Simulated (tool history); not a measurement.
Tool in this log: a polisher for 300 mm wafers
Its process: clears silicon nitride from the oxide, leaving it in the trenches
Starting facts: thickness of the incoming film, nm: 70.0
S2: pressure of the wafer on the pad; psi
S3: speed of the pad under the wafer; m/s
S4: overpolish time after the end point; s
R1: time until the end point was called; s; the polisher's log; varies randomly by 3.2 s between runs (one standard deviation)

Run 1, hour 0: flow of slurry (ml/min) 185, S2 2.1 psi, S3 1.18 m/s, S4 32 s. Result: R1 85.817 s.
Run 2, hour 7.9: flow of slurry (ml/min) 185, S2 1.7 psi, S3 1.18 m/s, S4 32 s. Result: R1 103.03 s.
Run 3, hour 12.9: flow of slurry (ml/min) 185, S2 1.5 psi, S3 1.1 m/s, S4 32 s. Result: R1 127.6 s.
Run 4, hour 16.3: flow of slurry (ml/min) 185, S2 1.9 psi, S3 1.1 m/s, S4 32 s. Result: R1 101.96 s.
Run 5, hour 24: flow of slurry (ml/min) 185, S2 1.6 psi, S3 1.06 m/s, S4 32 s. Result: R1 123.72 s.
Run 6, hour 30.6: flow of slurry (ml/min) 185, S2 1.6 psi, S3 1.06 m/s, S4 34 s. Result: R1 123.44 s.
Run 7, hour 33.5: flow of slurry (ml/min) 185, S2 1.4 psi, S3 1.04 m/s, S4 34 s. Result: R1 145.02 s.

The next listed run, before its measurement:
Run 8, hour 39.5: flow of slurry (ml/min) 185, S2 1.3 psi, S3 1.04 m/s, S4 34 s. Result: R1 ?.

Run 8 produced R1 154.42 s.
